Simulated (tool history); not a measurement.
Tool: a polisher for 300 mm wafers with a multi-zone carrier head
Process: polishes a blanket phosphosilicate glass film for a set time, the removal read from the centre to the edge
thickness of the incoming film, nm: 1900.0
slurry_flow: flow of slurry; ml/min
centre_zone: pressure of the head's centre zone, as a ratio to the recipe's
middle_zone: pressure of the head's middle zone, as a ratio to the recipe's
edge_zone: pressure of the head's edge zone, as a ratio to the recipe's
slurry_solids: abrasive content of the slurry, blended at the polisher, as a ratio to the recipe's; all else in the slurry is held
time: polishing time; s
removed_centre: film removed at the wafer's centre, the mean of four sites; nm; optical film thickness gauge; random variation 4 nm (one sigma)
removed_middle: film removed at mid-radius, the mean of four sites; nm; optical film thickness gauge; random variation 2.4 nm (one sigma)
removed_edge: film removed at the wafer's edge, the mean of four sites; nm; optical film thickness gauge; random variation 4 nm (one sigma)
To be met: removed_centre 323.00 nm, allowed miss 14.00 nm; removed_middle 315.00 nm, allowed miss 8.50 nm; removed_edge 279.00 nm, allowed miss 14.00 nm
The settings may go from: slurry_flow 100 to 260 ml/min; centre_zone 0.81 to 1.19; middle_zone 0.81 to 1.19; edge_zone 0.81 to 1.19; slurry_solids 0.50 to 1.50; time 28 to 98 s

run 1 hour=0.0 | slurry_flow=165 centre_zone=1.00 middle_zone=1.00 edge_zone=1.00 slurry_solids=1.00 time=63 | removed_centre=469.04 removed_middle=463.27 removed_edge=455.75
run 2 hour=2.6 | slurry_flow=145 centre_zone=1.00 middle_zone=1.00 edge_zone=1.00 slurry_solids=1.00 time=63 | removed_centre=462.73 removed_middle=458.56 removed_edge=454.74
run 3 hour=10.4 | slurry_flow=160 centre_zone=1.01 middle_zone=1.00 edge_zone=0.97 slurry_solids=0.85 time=60 | removed_centre=423.15 removed_middle=414.96 removed_edge=398.86
run 4 hour=11.4 | slurry_flow=170 centre_zone=1.01 middle_zone=1.00 edge_zone=0.94 slurry_solids=0.75 time=58 | removed_centre=405.27 removed_middle=394.97 removed_edge=369.90
run 5 hour=20.1 | slurry_flow=170 centre_zone=1.01 middle_zone=1.00 edge_zone=0.91 slurry_solids=0.70 time=56 | removed_centre=378.54 removed_middle=372.66 removed_edge=354.74
run 6 hour=25.7 | slurry_flow=210 centre_zone=1.01 middle_zone=1.00 edge_zone=0.91 slurry_solids=0.70 time=56 | removed_centre=398.34 removed_middle=384.21 removed_edge=364.03
run 7 hour=28.2 | slurry_flow=195 centre_zone=1.02 middle_zone=1.00 edge_zone=0.89 slurry_solids=0.65 time=54 | removed_centre=370.28 removed_middle=356.42 removed_edge=333.43
run 8 hour=35.3 | slurry_flow=180 centre_zone=1.03 middle_zone=1.00 edge_zone=0.87 slurry_solids=0.60 time=54 | removed_centre=363.15 removed_middle=344.79 removed_edge=322.95
run 9 hour=36.5 | slurry_flow=170 centre_zone=1.03 middle_zone=1.01 edge_zone=0.85 slurry_solids=0.55 time=53 | removed_centre=346.03 removed_middle=325.55 removed_edge=297.77
run 10 hour=45.3 | slurry_flow=165 centre_zone=1.02 middle_zone=1.01 edge_zone=0.84 slurry_solids=0.55 time=53 | removed_centre=332.51 removed_middle=330.29 removed_edge=305.29
run 11 hour=46.7 | slurry_flow=160 centre_zone=1.03 middle_zone=1.02 edge_zone=0.83 slurry_solids=0.55 time=53 | removed_centre=337.93 removed_middle=328.99 removed_edge=303.07

4 next moves are on the table. One of them brings every result within its allowed miss. Which?
run A hour=48.1 | slurry_flow=170 centre_zone=1.04 middle_zone=1.03 edge_zone=0.81 slurry_solids=0.60 time=48 | removed_centre=? removed_middle=? removed_edge=?
run B hour=48.1 | slurry_flow=145 centre_zone=1.11 middle_zone=1.12 edge_zone=0.81 slurry_solids=0.50 time=55 | removed_centre=? removed_middle=? removed_edge=?
run C hour=48.1 | slurry_flow=140 centre_zone=0.96 middle_zone=0.91 edge_zone=0.90 slurry_solids=0.65 time=55 | removed_centre=? removed_middle=? removed_edge=?
run D hour=48.1 | slurry_flow=150 centre_zone=0.85 middle_zone=0.92 edge_zone=0.82 slurry_solids=0.50 time=63 | removed_centre=? removed_middle=? removed_edge=?

move=A removed_centre=319.99 removed_middle=310.74 removed_edge=278.96
move=B removed_centre=357.03 removed_middle=349.82 removed_edge=294.77
move=C removed_centre=331.29 removed_middle=316.25 removed_edge=330.08
move=D removed_centre=314.68 removed_middle=342.25 removed_edge=341.66
A: meets every target
B: further off than the last run
C: further off than the last run
D: further off than the last run
Move A is the one to make.
